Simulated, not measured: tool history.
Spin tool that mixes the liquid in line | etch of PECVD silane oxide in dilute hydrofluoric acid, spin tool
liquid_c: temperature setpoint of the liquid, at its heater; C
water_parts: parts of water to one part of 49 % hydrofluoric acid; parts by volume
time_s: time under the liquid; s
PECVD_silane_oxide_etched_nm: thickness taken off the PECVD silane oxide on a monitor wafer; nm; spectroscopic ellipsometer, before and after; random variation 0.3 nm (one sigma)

{"run": 1, "hour": 0.0, "liquid_c": 21.0, "water_parts": 65, "time_s": 45, "PECVD_silane_oxide_etched_nm": 21.684}
{"run": 2, "hour": 3.1, "liquid_c": 23.0, "water_parts": 60, "time_s": 45, "PECVD_silane_oxide_etched_nm": 25.743}
{"run": 3, "hour": 11.2, "liquid_c": 23.0, "water_parts": 75, "time_s": 45, "PECVD_silane_oxide_etched_nm": 19.97}
{"run": 4, "hour": 15.7, "liquid_c": 23.0, "water_parts": 75, "time_s": 45, "PECVD_silane_oxide_etched_nm": 20.419}
{"run": 5, "hour": 23.1, "liquid_c": 24.5, "water_parts": 65, "time_s": 45, "PECVD_silane_oxide_etched_nm": 25.169}
{"run": 6, "hour": 30.9, "liquid_c": 24.5, "water_parts": 65, "time_s": 35, "PECVD_silane_oxide_etched_nm": 19.489}

The next listed run, before its measurement:
{"run": 7, "hour": 32.1, "liquid_c": 24.5, "water_parts": 65, "time_s": 35, "PECVD_silane_oxide_etched_nm": "?"}

Run 7 gave PECVD_silane_oxide_etched_nm 19.278 nm.
